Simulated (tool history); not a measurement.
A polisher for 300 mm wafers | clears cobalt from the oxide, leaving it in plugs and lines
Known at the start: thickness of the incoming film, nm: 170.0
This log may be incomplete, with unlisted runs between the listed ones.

| run | hour | flow of slurry (ml/min) | pressure of the wafer on the pad (kPa) | speed of the pad under the wafer (cm/s) | overpolish time after the end point (s) | time until the end point was called (s) | dishing of a wide line in a test structure (Å) |
|---|---|---|---|---|---|---|---|
| 1 | 0.0 | 195 | 14.5 | 104 | 19 | 26.509 | 661.99 |
| 2 | 8.3 | 195 | 12.4 | 100 | 17 | 31.265 | 580.80 |
| 3 | 11.8 | 195 | 12.4 | 100 | 9 | 31.099 | 376.70 |
| 4 | 20.3 | 195 | 12.4 | 100 | 17 | 30.812 | 609.21 |
| 5 | 22.3 | 195 | 9.0 | 100 | 17 | 38.290 | 496.87 |
| 6 | 29.2 | 195 | 8.3 | 96 | 17 | 40.434 | 477.05 |
| 7 | 33.8 | 195 | 7.6 | 92 | 17 | 44.726 | 455.81 |

What does the tool deliver on the next run?
| 8 | 36.0 | 195 | 7.6 | 90 | 17 | ? | ? |

Run 8 measured time until the end point was called (s) 46.062, dishing of a wide line in a test structure (Å) 452.66.
